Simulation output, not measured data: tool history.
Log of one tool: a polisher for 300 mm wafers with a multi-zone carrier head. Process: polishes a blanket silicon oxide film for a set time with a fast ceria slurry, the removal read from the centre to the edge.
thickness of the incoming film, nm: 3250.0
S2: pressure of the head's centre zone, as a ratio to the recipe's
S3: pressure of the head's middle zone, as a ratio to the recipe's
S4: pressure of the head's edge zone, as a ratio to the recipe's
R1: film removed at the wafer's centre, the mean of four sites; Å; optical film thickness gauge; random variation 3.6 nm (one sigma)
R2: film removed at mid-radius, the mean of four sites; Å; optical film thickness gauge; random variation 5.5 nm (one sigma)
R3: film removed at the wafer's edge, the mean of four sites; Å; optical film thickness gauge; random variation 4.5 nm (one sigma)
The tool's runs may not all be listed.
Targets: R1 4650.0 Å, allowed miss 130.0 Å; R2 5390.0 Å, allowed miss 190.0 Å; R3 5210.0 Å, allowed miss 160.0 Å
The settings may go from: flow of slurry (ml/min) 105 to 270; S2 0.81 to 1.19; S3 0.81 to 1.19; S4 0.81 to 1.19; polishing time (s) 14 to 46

Run 1, hour 0.0: flow of slurry (ml/min) 175, S2 1.00, S3 1.00, S4 1.00, polishing time (s) 30. Result: R1 3635.7 Å, R2 3614.6 Å, R3 3684.0 Å.
Run 2, hour 1.4: flow of slurry (ml/min) 180, S2 0.99, S3 1.02, S4 1.03, polishing time (s) 31. Result: R1 3726.1 Å, R2 3845.1 Å, R3 3872.8 Å.
Run 3, hour 9.3: flow of slurry (ml/min) 185, S2 0.99, S3 1.03, S4 1.05, polishing time (s) 32. Result: R1 3915.1 Å, R2 4002.6 Å, R3 4043.7 Å.
Run 4, hour 13.5: flow of slurry (ml/min) 185, S2 0.99, S3 1.03, S4 0.98, polishing time (s) 32. Result: R1 3911.4 Å, R2 3870.8 Å, R3 3921.2 Å.
Run 5, hour 19.3: flow of slurry (ml/min) 190, S2 0.98, S3 1.05, S4 1.01, polishing time (s) 33. Result: R1 4021.2 Å, R2 4197.2 Å, R3 4115.8 Å.
Run 6, hour 20.5: flow of slurry (ml/min) 195, S2 0.97, S3 1.06, S4 1.04, polishing time (s) 34. Result: R1 4136.0 Å, R2 4310.5 Å, R3 4323.4 Å.
Run 7, hour 22.9: flow of slurry (ml/min) 195, S2 0.97, S3 1.08, S4 1.06, polishing time (s) 35. Result: R1 4210.7 Å, R2 4568.5 Å, R3 4462.4 Å.
Run 8, hour 24.3: flow of slurry (ml/min) 200, S2 0.97, S3 1.09, S4 1.08, polishing time (s) 35. Result: R1 4244.2 Å, R2 4687.5 Å, R3 4457.7 Å.
Run 9, hour 30.2: flow of slurry (ml/min) 205, S2 0.96, S3 1.09, S4 1.09, polishing time (s) 36. Result: R1 4350.6 Å, R2 4750.8 Å, R3 4695.7 Å.
Run 10, hour 35.3: flow of slurry (ml/min) 210, S2 0.96, S3 1.10, S4 1.10, polishing time (s) 36. Result: R1 4451.1 Å, R2 4815.1 Å, R3 4683.1 Å.
Run 11, hour 42.3: flow of slurry (ml/min) 210, S2 0.95, S3 1.11, S4 1.11, polishing time (s) 36. Result: R1 4244.5 Å, R2 4944.6 Å, R3 4783.9 Å.
Run 12, hour 46.7: flow of slurry (ml/min) 215, S2 0.95, S3 1.11, S4 1.12, polishing time (s) 36. Result: R1 4341.3 Å, R2 4849.4 Å, R3 4841.2 Å.
Run 13, hour 54.7: flow of slurry (ml/min) 220, S2 0.95, S3 1.12, S4 1.13, polishing time (s) 36. Result: R1 4356.8 Å, R2 4940.7 Å, R3 4787.3 Å.
Run 14, hour 63.4: flow of slurry (ml/min) 225, S2 0.95, S3 1.12, S4 1.14, polishing time (s) 36. Result: R1 4410.7 Å, R2 4921.4 Å, R3 4832.6 Å.
Run 15, hour 68.1: flow of slurry (ml/min) 230, S2 0.95, S3 1.13, S4 1.15, polishing time (s) 36. Result: R1 4363.7 Å, R2 4928.3 Å, R3 4955.0 Å.
Run 16, hour 69.6: flow of slurry (ml/min) 230, S2 0.95, S3 1.13, S4 1.15, polishing time (s) 36. Result: R1 4390.9 Å, R2 5050.4 Å, R3 4877.9 Å.
Run 17, hour 72.2: flow of slurry (ml/min) 235, S2 0.95, S3 1.13, S4 1.16, polishing time (s) 36. Result: R1 4432.7 Å, R2 5079.9 Å, R3 4994.6 Å.
Run 18, hour 80.0: flow of slurry (ml/min) 240, S2 0.95, S3 1.13, S4 1.16, polishing time (s) 36. Result: R1 4472.8 Å, R2 5052.0 Å, R3 4913.7 Å.

5 next moves are on the table. One of them brings every result within its allowed miss. Which?
Run A, hour 87.8: flow of slurry (ml/min) 210, S2 0.92, S3 0.99, S4 1.19, polishing time (s) 40. Result: R1 ?, R2 ?, R3 ?.
Run B, hour 87.8: flow of slurry (ml/min) 170, S2 0.82, S3 1.15, S4 1.19, polishing time (s) 43. Result: R1 ?, R2 ?, R3 ?.
Run C, hour 87.8: flow of slurry (ml/min) 185, S2 0.89, S3 0.93, S4 1.19, polishing time (s) 39. Result: R1 ?, R2 ?, R3 ?.
Run D, hour 87.8: flow of slurry (ml/min) 255, S2 1.00, S3 1.18, S4 1.15, polishing time (s) 35. Result: R1 ?, R2 ?, R3 ?.
Run E, hour 87.8: flow of slurry (ml/min) 265, S2 0.92, S3 1.11, S4 1.09, polishing time (s) 39. Result: R1 ?, R2 ?, R3 ?.

move      R1      R2      R3
   A  4680.9  4871.4  5421.4
   B  4354.6  5747.6  5666.1
   C  4325.7  4418.2  5211.7
   D  4560.6  5079.0  4739.1
   E  4723.5  5395.6  5160.6
A: takes the result that was furthest off past its target
B: takes the result that was furthest off past its target
C: brings the result that was furthest off to its target, and leaves another outside
D: further off than the last run
E: meets every target
Move E is the one to make.
